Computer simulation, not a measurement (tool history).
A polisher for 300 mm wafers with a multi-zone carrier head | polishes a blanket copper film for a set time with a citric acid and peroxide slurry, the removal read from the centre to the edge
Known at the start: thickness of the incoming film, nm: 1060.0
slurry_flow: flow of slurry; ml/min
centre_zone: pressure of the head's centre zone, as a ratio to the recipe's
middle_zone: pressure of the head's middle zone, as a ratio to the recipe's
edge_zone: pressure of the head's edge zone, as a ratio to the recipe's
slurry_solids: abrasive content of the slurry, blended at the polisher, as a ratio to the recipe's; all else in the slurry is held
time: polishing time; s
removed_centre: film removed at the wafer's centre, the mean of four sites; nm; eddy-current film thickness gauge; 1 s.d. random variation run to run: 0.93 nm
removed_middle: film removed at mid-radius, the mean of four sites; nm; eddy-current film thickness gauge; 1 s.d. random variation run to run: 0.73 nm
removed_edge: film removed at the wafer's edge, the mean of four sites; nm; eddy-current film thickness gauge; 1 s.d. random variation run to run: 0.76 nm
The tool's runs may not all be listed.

| run | hour | slurry_flow | centre_zone | middle_zone | edge_zone | slurry_solids | time | removed_centre | removed_middle | removed_edge |
|---|---|---|---|---|---|---|---|---|---|---|
| 1 | 0.0 | 150 | 1.00 | 1.00 | 1.00 | 1.00 | 43 | 104.610 | 120.070 | 120.220 |
| 2 | 6.0 | 140 | 1.02 | 0.95 | 0.98 | 0.85 | 40 | 95.057 | 102.490 | 107.230 |
| 3 | 11.3 | 140 | 0.96 | 0.95 | 0.98 | 0.85 | 40 | 89.779 | 102.280 | 104.030 |
| 4 | 16.3 | 130 | 0.99 | 0.91 | 0.96 | 0.75 | 38 | 85.309 | 90.403 | 97.694 |
| 5 | 19.1 | 130 | 0.99 | 0.91 | 0.96 | 0.55 | 38 | 81.392 | 85.744 | 89.596 |
| 6 | 22.3 | 130 | 0.99 | 0.95 | 0.96 | 0.55 | 38 | 79.409 | 87.480 | 92.434 |
| 7 | 26.3 | 95 | 1.04 | 0.85 | 1.06 | 0.50 | 33 | 65.674 | 64.937 | 76.921 |

The next listed run, before its measurement:
| 8 | 34.6 | 105 | 1.06 | 0.85 | 1.05 | 0.50 | 33 | ? | ? | ? |

removed_centre: 69.127 nm
removed_middle: 66.112 nm
removed_edge: 80.211 nm
